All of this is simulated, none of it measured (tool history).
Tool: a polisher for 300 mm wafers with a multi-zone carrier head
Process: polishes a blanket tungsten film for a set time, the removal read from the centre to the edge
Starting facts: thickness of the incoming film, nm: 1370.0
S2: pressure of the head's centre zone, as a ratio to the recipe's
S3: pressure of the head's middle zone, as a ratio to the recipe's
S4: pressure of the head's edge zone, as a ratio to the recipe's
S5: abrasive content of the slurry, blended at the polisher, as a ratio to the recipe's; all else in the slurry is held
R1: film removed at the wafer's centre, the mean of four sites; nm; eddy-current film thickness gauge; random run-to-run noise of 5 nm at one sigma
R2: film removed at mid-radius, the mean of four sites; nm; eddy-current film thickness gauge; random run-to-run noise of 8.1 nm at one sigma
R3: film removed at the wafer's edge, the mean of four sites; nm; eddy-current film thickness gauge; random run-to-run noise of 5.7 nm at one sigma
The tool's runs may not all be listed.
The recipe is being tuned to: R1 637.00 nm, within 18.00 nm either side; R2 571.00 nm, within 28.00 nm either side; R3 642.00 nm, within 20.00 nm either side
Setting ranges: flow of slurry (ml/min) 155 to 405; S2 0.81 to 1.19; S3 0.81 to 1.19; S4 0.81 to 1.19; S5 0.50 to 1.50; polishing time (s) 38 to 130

Run 1, hour 0.0: flow of slurry (ml/min) 260, S2 1.00, S3 1.00, S4 1.00, S5 1.00, polishing time (s) 84. Result: R1 528.97 nm, R2 527.95 nm, R3 551.32 nm.
Run 2, hour 6.2: flow of slurry (ml/min) 265, S2 1.01, S3 1.00, S4 1.02, S5 1.05, polishing time (s) 84. Result: R1 545.17 nm, R2 537.90 nm, R3 555.81 nm.
Run 3, hour 12.8: flow of slurry (ml/min) 265, S2 1.01, S3 1.07, S4 1.02, S5 1.05, polishing time (s) 84. Result: R1 547.08 nm, R2 569.66 nm, R3 554.98 nm.
Run 4, hour 19.5: flow of slurry (ml/min) 265, S2 1.02, S3 1.06, S4 1.04, S5 1.10, polishing time (s) 84. Result: R1 546.14 nm, R2 555.40 nm, R3 570.81 nm.
Run 5, hour 23.3: flow of slurry (ml/min) 270, S2 1.03, S3 1.06, S4 1.05, S5 1.15, polishing time (s) 84. Result: R1 569.63 nm, R2 576.81 nm, R3 583.34 nm.
Run 6, hour 24.4: flow of slurry (ml/min) 270, S2 1.03, S3 1.06, S4 1.05, S5 1.15, polishing time (s) 71. Result: R1 481.23 nm, R2 472.59 nm, R3 489.04 nm.
Run 7, hour 33.3: flow of slurry (ml/min) 270, S2 1.04, S3 1.06, S4 1.06, S5 1.20, polishing time (s) 72. Result: R1 493.85 nm, R2 508.43 nm, R3 512.08 nm.
Run 8, hour 35.0: flow of slurry (ml/min) 315, S2 1.14, S3 0.96, S4 1.16, S5 1.45, polishing time (s) 77. Result: R1 629.03 nm, R2 527.98 nm, R3 608.84 nm.
Run 9, hour 39.6: flow of slurry (ml/min) 315, S2 1.14, S3 0.96, S4 1.16, S5 1.45, polishing time (s) 77. Result: R1 623.15 nm, R2 518.14 nm, R3 607.29 nm.
Run 10, hour 47.3: flow of slurry (ml/min) 315, S2 1.14, S3 0.97, S4 1.16, S5 1.45, polishing time (s) 77. Result: R1 632.33 nm, R2 532.69 nm, R3 614.23 nm.
Run 11, hour 54.8: flow of slurry (ml/min) 315, S2 1.14, S3 0.98, S4 1.16, S5 1.45, polishing time (s) 77. Result: R1 624.12 nm, R2 535.21 nm, R3 616.31 nm.
Run 12, hour 55.7: flow of slurry (ml/min) 320, S2 1.14, S3 0.99, S4 1.16, S5 1.45, polishing time (s) 77. Result: R1 631.27 nm, R2 535.96 nm, R3 604.46 nm.

Pick the move, out of 4, that brings all results within their allowed miss; only one does.
Run A, hour 56.6: flow of slurry (ml/min) 340, S2 1.15, S3 1.12, S4 1.07, S5 1.45, polishing time (s) 73. Result: R1 ?, R2 ?, R3 ?.
Run B, hour 56.6: flow of slurry (ml/min) 290, S2 1.09, S3 0.97, S4 1.12, S5 1.35, polishing time (s) 85. Result: R1 ?, R2 ?, R3 ?.
Run C, hour 56.6: flow of slurry (ml/min) 390, S2 1.15, S3 1.19, S4 1.11, S5 1.10, polishing time (s) 77. Result: R1 ?, R2 ?, R3 ?.
Run D, hour 56.6: flow of slurry (ml/min) 365, S2 1.17, S3 1.04, S4 1.16, S5 1.40, polishing time (s) 74. Result: R1 ?, R2 ?, R3 ?.

move      R1      R2      R3
   A  595.78  553.42  565.43
   B  633.88  551.19  654.44
   C  587.25  573.86  564.98
   D  611.69  524.13  594.46
A: further off than the last run
B: every result within its allowed miss
C: further off than the last run
D: further off than the last run
Answer: B
